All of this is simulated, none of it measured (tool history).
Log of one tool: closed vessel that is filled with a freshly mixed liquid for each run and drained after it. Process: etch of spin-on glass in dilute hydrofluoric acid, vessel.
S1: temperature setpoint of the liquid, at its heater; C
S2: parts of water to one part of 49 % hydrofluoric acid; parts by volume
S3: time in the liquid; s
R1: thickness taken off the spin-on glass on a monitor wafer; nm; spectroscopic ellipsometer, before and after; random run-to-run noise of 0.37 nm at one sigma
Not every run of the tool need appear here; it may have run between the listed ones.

| run | hour | S1 | S2 | S3 | R1 |
|---|---|---|---|---|---|
| 1 | 0 | 23 | 65 | 95 | 35.718 |
| 2 | 1.1 | 25.5 | 65 | 95 | 39.162 |
| 3 | 3.4 | 25.5 | 65 | 95 | 39.571 |
| 4 | 12.3 | 23 | 65 | 95 | 35.216 |
|  | 14.7 | thermometer replaced |
| 5 | 14.7 | 25.5 | 65 | 95 | 42.151 |
| 6 | 21.4 | 23 | 65 | 95 | 38.215 |
| 7 | 24.6 | 25 | 60 | 95 | 45.538 |
| 8 | 32.5 | 26 | 60 | 95 | 46.756 |

Predict the results of run 9:
| 9 | 36.7 | 26.5 | 60 | 95 | ? |

{"run 9": {"R1": 48.184}}
